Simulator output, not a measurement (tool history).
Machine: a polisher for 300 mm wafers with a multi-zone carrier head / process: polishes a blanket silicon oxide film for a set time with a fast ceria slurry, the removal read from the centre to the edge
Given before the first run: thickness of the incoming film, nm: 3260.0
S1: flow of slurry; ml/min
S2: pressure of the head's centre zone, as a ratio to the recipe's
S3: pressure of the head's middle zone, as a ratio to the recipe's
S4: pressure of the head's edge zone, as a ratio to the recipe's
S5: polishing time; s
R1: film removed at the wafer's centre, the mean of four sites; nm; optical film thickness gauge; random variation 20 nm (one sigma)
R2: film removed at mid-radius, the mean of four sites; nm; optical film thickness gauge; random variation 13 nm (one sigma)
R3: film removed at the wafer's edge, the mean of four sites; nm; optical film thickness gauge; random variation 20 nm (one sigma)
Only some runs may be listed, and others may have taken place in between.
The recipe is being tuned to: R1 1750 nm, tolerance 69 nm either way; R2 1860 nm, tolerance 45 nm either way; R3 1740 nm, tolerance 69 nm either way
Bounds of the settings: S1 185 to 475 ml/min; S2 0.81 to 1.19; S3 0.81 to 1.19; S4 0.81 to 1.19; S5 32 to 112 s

run	day	S1	S2	S3	S4	S5	R1	R2	R3
1	0	305	1	1	1	72	1286.9	1188.8	1235.1
2	0.271	305	1	1	1	55	964.86	910.57	950
3	0.308	365	1	1	1	55	1003.7	929.23	951.25
4	0.488	360	1	1.02	1.01	60	1099	1003.7	1065.1
# day 0.625: centre zone pressure recalibrated
5	0.625	360	1	1.02	1.05	60	1018.4	1033	1064.5
6	0.783	365	1.02	1.04	1.06	64	1113.3	1096.6	1140.2
7	0.85	365	1.01	1.06	1.05	68	1175.2	1201.4	1202.5
8	0.988	390	1.09	1.16	1.15	88	1603	1681.4	1653.7
9	1.179	390	1.09	1.16	1.14	89	1671	1703.1	1637.4
10	1.442	390	1.09	1.16	1.14	90	1680	1723.1	1656.2
11	1.612	390	1.09	1.16	1.14	91	1679.7	1750.9	1691.3

Exercise: of the 5 proposed moves below, exactly one satisfies all targets within the stated allowed misses. Which move is it?
A	1.783	465	1.06	1.07	1.09	92	?	?	?
B	1.783	410	1.08	1.19	1.13	95	?	?	?
C	1.783	415	0.94	1.19	1.18	91	?	?	?
D	1.783	425	1.19	1.19	1.12	83	?	?	?
E	1.783	420	1.14	1.1	1.19	92	?	?	?

move	R1	R2	R3
A	1733	1678.3	1713.9
B	1806.8	1882	1787.5
C	1511.8	1805.5	1752.3
D	1741.5	1647.7	1557.8
E	1847.6	1705.5	1782.7
A: the biggest miss grows against the last run
B: every result lands within tolerance
C: the biggest miss grows against the last run
D: the biggest miss grows against the last run
E: the biggest miss grows against the last run
Move B is the one to make.
